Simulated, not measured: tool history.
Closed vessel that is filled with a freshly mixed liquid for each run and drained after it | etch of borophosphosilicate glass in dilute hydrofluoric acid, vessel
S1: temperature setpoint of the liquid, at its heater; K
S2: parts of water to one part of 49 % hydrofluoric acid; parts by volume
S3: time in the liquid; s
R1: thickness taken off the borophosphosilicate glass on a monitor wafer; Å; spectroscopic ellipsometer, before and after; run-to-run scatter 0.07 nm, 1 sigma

Run 1, hour 0.0: S1 298.15 K, S2 195 parts by volume, S3 90 s. Result: R1 200.57 Å.
Run 2, hour 5.2: S1 299.15 K, S2 195 parts by volume, S3 90 s. Result: R1 208.54 Å.
Run 3, hour 14.1: S1 299.15 K, S2 265 parts by volume, S3 90 s. Result: R1 143.53 Å.
Run 4, hour 20.4: S1 300.65 K, S2 265 parts by volume, S3 90 s. Result: R1 150.40 Å.
Run 5, hour 22.3: S1 300.65 K, S2 265 parts by volume, S3 90 s. Result: R1 151.17 Å.
Run 6, hour 24.0: S1 302.15 K, S2 255 parts by volume, S3 90 s. Result: R1 165.83 Å.
Run 7, hour 31.7: S1 303.15 K, S2 245 parts by volume, S3 90 s. Result: R1 181.20 Å.
Run 8, hour 40.4: S1 303.65 K, S2 240 parts by volume, S3 90 s. Result: R1 189.39 Å.
Run 9, hour 42.0: S1 304.15 K, S2 235 parts by volume, S3 90 s. Result: R1 197.45 Å.
Run 10, hour 50.5: S1 304.65 K, S2 230 parts by volume, S3 90 s. Result: R1 205.61 Å.

Run 11 has not been measured yet. What should we expect?
Run 11, hour 53.1: S1 305.15 K, S2 225 parts by volume, S3 90 s. Result: R1 ?.

R1: 215.69 Å
